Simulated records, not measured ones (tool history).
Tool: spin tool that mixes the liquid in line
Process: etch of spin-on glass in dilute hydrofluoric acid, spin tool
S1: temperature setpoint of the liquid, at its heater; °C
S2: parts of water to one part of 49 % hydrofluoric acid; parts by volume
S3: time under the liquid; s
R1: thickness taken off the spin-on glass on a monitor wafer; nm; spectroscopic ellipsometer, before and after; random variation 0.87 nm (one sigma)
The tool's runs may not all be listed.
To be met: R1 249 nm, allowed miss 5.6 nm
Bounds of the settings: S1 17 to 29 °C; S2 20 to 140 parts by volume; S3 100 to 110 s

Run 1, hour 0: S1 21 °C, S2 75 parts by volume, S3 100 s. Result: R1 66.387 nm.
Run 2, hour 4.5: S1 22 °C, S2 65 parts by volume, S3 100 s. Result: R1 81.201 nm.
Run 3, hour 8.3: S1 20.5 °C, S2 65 parts by volume, S3 100 s. Result: R1 76.189 nm.
Run 4, hour 11.9: S1 20.5 °C, S2 65 parts by volume, S3 100 s. Result: R1 76.112 nm.
Run 5, hour 18.2: S1 20.5 °C, S2 65 parts by volume, S3 100 s. Result: R1 76.198 nm.
Run 6, hour 25: S1 21.5 °C, S2 60 parts by volume, S3 100 s. Result: R1 86.797 nm.
Run 7, hour 30.5: S1 22.5 °C, S2 55 parts by volume, S3 100 s. Result: R1 98.914 nm.
Run 8, hour 38.6: S1 23.5 °C, S2 50 parts by volume, S3 100 s. Result: R1 114.22 nm.
Run 9, hour 40.7: S1 24.5 °C, S2 45 parts by volume, S3 100 s. Result: R1 133.68 nm.
Run 10, hour 44.4: S1 24.5 °C, S2 45 parts by volume, S3 100 s. Result: R1 132.94 nm.
Run 11, hour 51.3: S1 25 °C, S2 40 parts by volume, S3 100 s. Result: R1 154.11 nm.
Run 12, hour 56.7: S1 25.5 °C, S2 40 parts by volume, S3 100 s. Result: R1 156.13 nm.
Run 13, hour 65.2: S1 26 °C, S2 40 parts by volume, S3 100 s. Result: R1 160.62 nm.
Run 14, hour 70: S1 26.5 °C, S2 40 parts by volume, S3 100 s. Result: R1 164.04 nm.
Run 15, hour 72.4: S1 27 °C, S2 40 parts by volume, S3 100 s. Result: R1 167.48 nm.
Run 16, hour 79.8: S1 27.5 °C, S2 40 parts by volume, S3 100 s. Result: R1 170.06 nm.
Run 17, hour 80.4: S1 27.5 °C, S2 40 parts by volume, S3 100 s. Result: R1 170.16 nm.
Run 18, hour 82: S1 29 °C, S2 20 parts by volume, S3 100 s. Result: R1 376.8 nm.
Run 19, hour 88.7: S1 27.5 °C, S2 20 parts by volume, S3 100 s. Result: R1 352.89 nm.

5 next moves are on the table. One of them brings every result within its allowed miss. Which?
Run A, hour 95.4: S1 27 °C, S2 30 parts by volume, S3 110 s. Result: R1 ?.
Run B, hour 95.4: S1 26.5 °C, S2 30 parts by volume, S3 100 s. Result: R1 ?.
Run C, hour 95.4: S1 25 °C, S2 25 parts by volume, S3 110 s. Result: R1 ?.
Run D, hour 95.4: S1 26.5 °C, S2 35 parts by volume, S3 110 s. Result: R1 ?.
Run E, hour 95.4: S1 28.5 °C, S2 25 parts by volume, S3 100 s. Result: R1 ?.

move      R1
   A  248.01
   B  220.89
   C  275.96
   D  206.77
   E  289.79
A: meets every target
B: takes the result that was furthest off past its target
C: nearer than the last run, and not there yet
D: takes the result that was furthest off past its target
E: nearer than the last run, and not there yet
The right move is A.

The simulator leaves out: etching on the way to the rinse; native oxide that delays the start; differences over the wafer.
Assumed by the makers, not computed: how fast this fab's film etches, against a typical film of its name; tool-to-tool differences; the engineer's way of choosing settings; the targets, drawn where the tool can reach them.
